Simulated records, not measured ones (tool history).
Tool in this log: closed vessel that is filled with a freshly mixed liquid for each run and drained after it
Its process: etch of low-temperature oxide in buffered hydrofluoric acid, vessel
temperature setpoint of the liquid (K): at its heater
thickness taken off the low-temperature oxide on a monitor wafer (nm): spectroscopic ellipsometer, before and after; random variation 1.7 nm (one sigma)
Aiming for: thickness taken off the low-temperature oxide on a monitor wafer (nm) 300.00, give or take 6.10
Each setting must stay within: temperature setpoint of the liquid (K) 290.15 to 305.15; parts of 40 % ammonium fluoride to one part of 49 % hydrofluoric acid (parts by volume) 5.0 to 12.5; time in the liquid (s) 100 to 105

run  hour  temperature setpoint of the liquid (K)  parts of 40 % ammonium fluoride to one part of 49 % hydrofluoric acid (parts by volume)  time in the liquid (s)  thickness taken off the low-temperature oxide on a monitor wafer (nm)
  1   0.0                                  297.15                                                                                      7.5                     100                                                                 450.85
  2   3.9                                  295.65                                                                                      7.5                     100                                                                 416.17
  3   8.9                                  294.65                                                                                      7.5                     100                                                                 394.82
  4  11.7                                  297.15                                                                                      7.5                     100                                                                 457.38
  5  19.3                                  299.65                                                                                      7.5                     100                                                                 518.83
  6  21.9                                  299.65                                                                                      6.5                     100                                                                 600.25
  7  23.1                                  297.65                                                                                      7.0                     100                                                                 498.87
  8  32.3                                  296.15                                                                                      7.0                     100                                                                 460.98
  9  37.4                                  294.65                                                                                      7.0                     100                                                                 424.75
 10  41.1                                  293.65                                                                                      7.0                     100                                                                 400.55
 11  46.5                                  290.15                                                                                      8.0                     100                                                                 286.45

4 next moves are on the table. One of them brings every result within its allowed miss. Which?
  A  51.9                                  290.15                                                                                      8.0                     105                                                                      ?
  B  51.9                                  292.15                                                                                      9.0                     100                                                                      ?
  C  51.9                                  290.15                                                                                      8.5                     105                                                                      ?
  D  51.9                                  293.15                                                                                      8.5                     100                                                                      ?

move  thickness taken off the low-temperature oxide on a monitor wafer (nm)
   A                                                                 301.10
   B                                                                 282.65
   C                                                                 281.93
   D                                                                 318.13
A: all results in spec
B: its largest miss is bigger than the last run's
C: its largest miss is bigger than the last run's
D: carries the result that was furthest off beyond its target, to the other side
Correct choice: A, which meets every target
